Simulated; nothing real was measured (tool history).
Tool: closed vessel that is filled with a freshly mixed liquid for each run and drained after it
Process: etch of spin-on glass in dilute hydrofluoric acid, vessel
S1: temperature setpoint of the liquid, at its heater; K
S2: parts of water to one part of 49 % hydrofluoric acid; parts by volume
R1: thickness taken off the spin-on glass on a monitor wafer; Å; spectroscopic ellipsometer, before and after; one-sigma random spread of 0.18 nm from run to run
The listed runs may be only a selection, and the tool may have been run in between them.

run 1 hour=0.0 | S1=295.15 S2=155 time_in_the_liquid_(s)=380 | R1=669.55
run 2 hour=1.3 | S1=295.15 S2=155 time_in_the_liquid_(s)=405 | R1=714.62
run 3 hour=7.4 | S1=295.15 S2=200 time_in_the_liquid_(s)=405 | R1=527.93
run 4 hour=9.4 | S1=295.15 S2=165 time_in_the_liquid_(s)=405 | R1=656.33
run 5 hour=12.1 | S1=295.15 S2=165 time_in_the_liquid_(s)=405 | R1=660.51
run 6 hour=15.6 | S1=295.15 S2=115 time_in_the_liquid_(s)=405 | R1=998.16
run 7 hour=18.0 | S1=293.65 S2=130 time_in_the_liquid_(s)=405 | R1=824.10

Forecast run 8:
run 8 hour=26.7 | S1=290.15 S2=160 time_in_the_liquid_(s)=405 | R1=?

Run 8 came out at R1 559.52 Å.
